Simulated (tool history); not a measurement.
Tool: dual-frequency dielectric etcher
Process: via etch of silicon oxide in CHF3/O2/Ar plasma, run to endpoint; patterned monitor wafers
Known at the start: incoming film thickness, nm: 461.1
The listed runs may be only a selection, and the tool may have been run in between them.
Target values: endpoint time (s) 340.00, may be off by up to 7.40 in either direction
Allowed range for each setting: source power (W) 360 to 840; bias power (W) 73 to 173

run 1 hour=0.0 | source_power_(W)=600 bias_power_(W)=123 | endpoint_time_(s)=277.16
run 2 hour=1.4 | source_power_(W)=570 bias_power_(W)=120 | endpoint_time_(s)=288.29
run 3 hour=10.0 | source_power_(W)=550 bias_power_(W)=119 | endpoint_time_(s)=292.62
run 4 hour=16.4 | source_power_(W)=530 bias_power_(W)=118 | endpoint_time_(s)=300.48
run 5 hour=20.3 | source_power_(W)=530 bias_power_(W)=139 | endpoint_time_(s)=288.76
run 6 hour=21.5 | source_power_(W)=530 bias_power_(W)=126 | endpoint_time_(s)=296.50
run 7 hour=30.6 | source_power_(W)=410 bias_power_(W)=107 | endpoint_time_(s)=379.22
-- hour=36.6 bias power generator calibrated
run 8 hour=36.6 | source_power_(W)=420 bias_power_(W)=107 | endpoint_time_(s)=370.38

5 next moves are on the table. One of them brings every result within its allowed miss. Which?
run A hour=42.6 | source_power_(W)=530 bias_power_(W)=102 | endpoint_time_(s)=?
run B hour=42.6 | source_power_(W)=480 bias_power_(W)=103 | endpoint_time_(s)=?
run C hour=42.6 | source_power_(W)=530 bias_power_(W)=100 | endpoint_time_(s)=?
run D hour=42.6 | source_power_(W)=480 bias_power_(W)=117 | endpoint_time_(s)=?
run E hour=42.6 | source_power_(W)=530 bias_power_(W)=95 | endpoint_time_(s)=?

move=A endpoint_time_(s)=318.00
move=B endpoint_time_(s)=340.31
move=C endpoint_time_(s)=319.65
move=D endpoint_time_(s)=328.65
move=E endpoint_time_(s)=323.93
A: the result that was furthest off in the last run now lies on the other side of its target
B: all results land within tolerance of their targets
C: the result that was furthest off in the last run now lies on the other side of its target
D: the result that was furthest off in the last run now lies on the other side of its target
E: the result that was furthest off in the last run now lies on the other side of its target
Correct choice: B, which meets every target

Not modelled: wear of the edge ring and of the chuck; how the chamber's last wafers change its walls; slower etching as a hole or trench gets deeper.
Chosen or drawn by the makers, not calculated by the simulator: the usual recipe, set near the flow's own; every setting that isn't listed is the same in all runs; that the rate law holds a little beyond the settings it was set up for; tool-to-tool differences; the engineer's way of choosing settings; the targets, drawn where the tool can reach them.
